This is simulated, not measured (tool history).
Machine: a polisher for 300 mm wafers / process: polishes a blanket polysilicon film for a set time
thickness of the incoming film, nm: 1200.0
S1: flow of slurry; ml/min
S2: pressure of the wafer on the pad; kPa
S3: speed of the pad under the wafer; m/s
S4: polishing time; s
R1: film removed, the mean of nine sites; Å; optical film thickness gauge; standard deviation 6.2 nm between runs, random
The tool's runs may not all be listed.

run,day,S1,S2,S3,S4,R1
1,0.000,290,17.2,1.24,65,6134.9
2,0.221,290,17.2,1.24,65,6160.2
3,0.367,290,17.9,1.24,65,6437.2
4,0.712,290,15.9,1.24,65,5654.5
5,0.875,290,16.5,1.24,65,5858.8
6,0.954,290,16.5,1.44,65,6814.4
7,0.979,290,17.2,1.44,65,7082.3
8,1.125,290,17.9,1.44,65,7385.7
9,1.175,290,17.9,1.44,65,7466.3

Run 10, settings as shown, results not yet in. Your forecast:
10,1.292,295,18.6,1.44,65,?

R1: 7641.3 Å
